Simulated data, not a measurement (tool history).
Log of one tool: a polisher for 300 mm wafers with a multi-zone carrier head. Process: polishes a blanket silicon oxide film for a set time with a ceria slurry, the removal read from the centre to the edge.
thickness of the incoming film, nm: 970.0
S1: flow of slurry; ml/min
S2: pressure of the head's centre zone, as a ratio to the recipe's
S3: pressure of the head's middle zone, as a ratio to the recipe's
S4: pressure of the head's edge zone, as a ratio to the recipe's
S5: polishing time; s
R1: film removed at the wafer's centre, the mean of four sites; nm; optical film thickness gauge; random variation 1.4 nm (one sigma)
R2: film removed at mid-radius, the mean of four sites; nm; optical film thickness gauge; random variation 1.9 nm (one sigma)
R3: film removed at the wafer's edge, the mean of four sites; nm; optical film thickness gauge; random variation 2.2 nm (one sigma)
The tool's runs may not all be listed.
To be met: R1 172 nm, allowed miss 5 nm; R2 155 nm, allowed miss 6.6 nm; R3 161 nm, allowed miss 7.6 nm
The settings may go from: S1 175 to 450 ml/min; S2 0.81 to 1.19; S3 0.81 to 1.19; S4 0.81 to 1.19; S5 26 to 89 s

| run | hour | S1 | S2 | S3 | S4 | S5 | R1 | R2 | R3 |
|---|---|---|---|---|---|---|---|---|---|
| 1 | 0 | 290 | 1 | 1 | 1 | 57 | 123.57 | 141.61 | 134 |
| 2 | 7.3 | 290 | 1 | 1 | 0.93 | 57 | 122.18 | 139.36 | 130.63 |
| 3 | 9.7 | 290 | 1.07 | 1 | 0.93 | 57 | 131.06 | 141.06 | 135.19 |
| 4 | 14.3 | 300 | 1.08 | 0.99 | 0.92 | 58 | 133.44 | 141.39 | 135.95 |
| 5 | 17.4 | 265 | 1.08 | 0.99 | 0.92 | 58 | 133.89 | 140.82 | 133.72 |
| 6 | 20.1 | 265 | 1.08 | 0.93 | 0.92 | 58 | 133.97 | 131.72 | 136.35 |
| 7 | 24.4 | 265 | 1.09 | 0.93 | 0.92 | 59 | 135.92 | 136.02 | 136.72 |
| 8 | 25.8 | 265 | 1.1 | 0.93 | 0.92 | 60 | 139.67 | 135.92 | 136.66 |
| 9 | 29.6 | 270 | 1.11 | 0.93 | 0.93 | 61 | 145.79 | 140.61 | 142.79 |
| 10 | 32.4 | 275 | 1.12 | 0.93 | 0.94 | 61 | 146.93 | 139.11 | 140.85 |
| 11 | 39.4 | 275 | 1.12 | 0.93 | 0.94 | 62 | 149.46 | 143.99 | 146.38 |
| 12 | 46.8 | 275 | 1.13 | 0.93 | 0.94 | 62 | 150.29 | 142.48 | 144.2 |
| 13 | 54.5 | 275 | 1.13 | 0.93 | 0.94 | 63 | 152.57 | 146.03 | 146.41 |
| 14 | 57 | 280 | 1.13 | 0.93 | 0.95 | 64 | 155.06 | 148.93 | 148.72 |
|  | 64.1 | centre zone pressure recalibrated |
| 15 | 64.1 | 280 | 1.13 | 0.92 | 0.95 | 65 | 175.91 | 148.77 | 153.17 |
| 16 | 71.4 | 280 | 1.13 | 0.92 | 0.95 | 65 | 176.2 | 149.18 | 153.24 |

Which of these 4 next moves meets every target?
| A | 78.7 | 340 | 1.19 | 0.97 | 1.07 | 57 | ? | ? | ? |
| B | 78.7 | 240 | 1.03 | 0.89 | 0.86 | 71 | ? | ? | ? |
| C | 78.7 | 390 | 1.12 | 1.03 | 0.93 | 61 | ? | ? | ? |
| D | 78.7 | 360 | 1.13 | 0.93 | 1.05 | 65 | ? | ? | ? |

| move | R1 | R2 | R3 |
|---|---|---|---|
| A | 165.73 | 137.51 | 142.07 |
| B | 172.15 | 154.51 | 162.75 |
| C | 168.86 | 156.51 | 147.17 |
| D | 180.24 | 152.11 | 161.75 |
A: further off than the last run
B: meets every target
C: further off than the last run
D: brings the result that was furthest off to its target, and leaves another outside
Answer: B

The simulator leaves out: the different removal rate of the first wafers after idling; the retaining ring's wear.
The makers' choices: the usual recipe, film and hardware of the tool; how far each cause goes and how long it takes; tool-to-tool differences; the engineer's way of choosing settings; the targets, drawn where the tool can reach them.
